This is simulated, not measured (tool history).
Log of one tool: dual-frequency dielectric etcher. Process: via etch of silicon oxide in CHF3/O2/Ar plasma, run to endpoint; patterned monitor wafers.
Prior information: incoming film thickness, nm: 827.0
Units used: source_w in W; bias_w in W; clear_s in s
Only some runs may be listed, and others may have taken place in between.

run	day	source_w	bias_w	clear_s
1	0	840	209	351.54
2	0.342	840	238	329.36
3	0.429	990	238	309.71
4	0.688	880	238	322.97
5	0.912	880	225	336.96
6	1.275	990	225	319.27

What does the tool deliver on the next run?
7	1.425	820	183	?

{"run 7": {"clear_s": 372.58}}

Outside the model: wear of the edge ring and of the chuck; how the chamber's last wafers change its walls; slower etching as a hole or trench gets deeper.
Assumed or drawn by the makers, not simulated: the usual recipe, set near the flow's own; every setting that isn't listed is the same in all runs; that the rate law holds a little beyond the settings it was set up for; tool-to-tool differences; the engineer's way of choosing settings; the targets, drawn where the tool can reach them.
